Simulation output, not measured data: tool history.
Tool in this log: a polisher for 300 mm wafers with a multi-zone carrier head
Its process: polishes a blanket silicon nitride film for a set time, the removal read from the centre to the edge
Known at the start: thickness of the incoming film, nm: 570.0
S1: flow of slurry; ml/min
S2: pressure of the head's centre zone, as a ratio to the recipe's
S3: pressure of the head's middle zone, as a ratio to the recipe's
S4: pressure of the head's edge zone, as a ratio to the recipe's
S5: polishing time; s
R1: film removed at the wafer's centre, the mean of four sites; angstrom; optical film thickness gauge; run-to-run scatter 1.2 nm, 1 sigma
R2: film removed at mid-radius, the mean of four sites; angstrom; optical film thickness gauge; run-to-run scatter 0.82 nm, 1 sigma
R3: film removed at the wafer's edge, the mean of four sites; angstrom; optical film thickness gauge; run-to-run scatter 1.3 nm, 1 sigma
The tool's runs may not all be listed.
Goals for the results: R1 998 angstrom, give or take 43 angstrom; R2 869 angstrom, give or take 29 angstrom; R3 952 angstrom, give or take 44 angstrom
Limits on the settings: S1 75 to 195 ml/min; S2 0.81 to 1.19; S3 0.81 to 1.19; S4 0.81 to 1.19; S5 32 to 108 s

| run | hour | S1 | S2 | S3 | S4 | S5 | R1 | R2 | R3 |
|---|---|---|---|---|---|---|---|---|---|
| 1 | 0 | 125 | 1 | 1 | 1 | 70 | 1619.2 | 1614.5 | 1612.5 |
| 2 | 3 | 125 | 1 | 1 | 1 | 86 | 1954.1 | 1974.6 | 1963.3 |
| 3 | 10.2 | 125 | 1 | 0.92 | 1 | 86 | 1938.5 | 1847.6 | 1974.5 |
| 4 | 15.2 | 125 | 1 | 0.92 | 1 | 92 | 2084.9 | 1971.7 | 2124 |
| 5 | 16.5 | 115 | 1 | 0.9 | 0.96 | 76 | 1695.2 | 1556.7 | 1729.1 |
| 6 | 22 | 115 | 1.07 | 0.9 | 0.96 | 76 | 1795.5 | 1570.1 | 1689.5 |
| 7 | 28 | 115 | 1.07 | 0.9 | 0.96 | 76 | 1810.4 | 1564.2 | 1685.1 |
| 8 | 30.1 | 110 | 1.06 | 0.9 | 0.95 | 63 | 1469.8 | 1289.8 | 1367.4 |
| 9 | 37.6 | 85 | 1.01 | 0.82 | 0.9 | 44 | 900.23 | 769.1 | 928.24 |
| 10 | 42.6 | 95 | 1.01 | 0.83 | 0.89 | 44 | 920.73 | 824.63 | 925.14 |
| 11 | 49.9 | 100 | 1.02 | 0.83 | 0.89 | 44 | 965.51 | 837.31 | 934.07 |
| 12 | 54 | 100 | 1.02 | 0.83 | 0.89 | 44 | 950.19 | 821.65 | 925.66 |
| 13 | 57 | 105 | 1.02 | 0.83 | 0.9 | 44 | 966.44 | 828.36 | 960.9 |

Below are 5 possible settings for the next run. Only one of them brings all results inside the allowed miss of their targets. Which is it?
| A | 60 | 100 | 0.91 | 0.92 | 0.88 | 45 | ? | ? | ? |
| B | 60 | 75 | 1.04 | 0.84 | 0.81 | 49 | ? | ? | ? |
| C | 60 | 115 | 0.94 | 0.85 | 0.89 | 48 | ? | ? | ? |
| D | 60 | 110 | 1.08 | 0.9 | 0.81 | 42 | ? | ? | ? |
| E | 60 | 85 | 0.97 | 0.81 | 0.9 | 50 | ? | ? | ? |

| move | R1 | R2 | R3 |
|---|---|---|---|
| A | 870.24 | 907.21 | 942.74 |
| B | 994.13 | 850.16 | 949.35 |
| C | 993.67 | 935.08 | 1032.8 |
| D | 989.4 | 848.95 | 867.01 |
| E | 983.57 | 871.46 | 1029.5 |
A: the result that was furthest off in the last run now lies on the other side of its target
B: in spec on every target
C: the result that was furthest off in the last run now lies on the other side of its target
D: puts the biggest miss on target and leaves a different result outside tolerance
E: puts the biggest miss on target and leaves a different result outside tolerance
The right move is B.
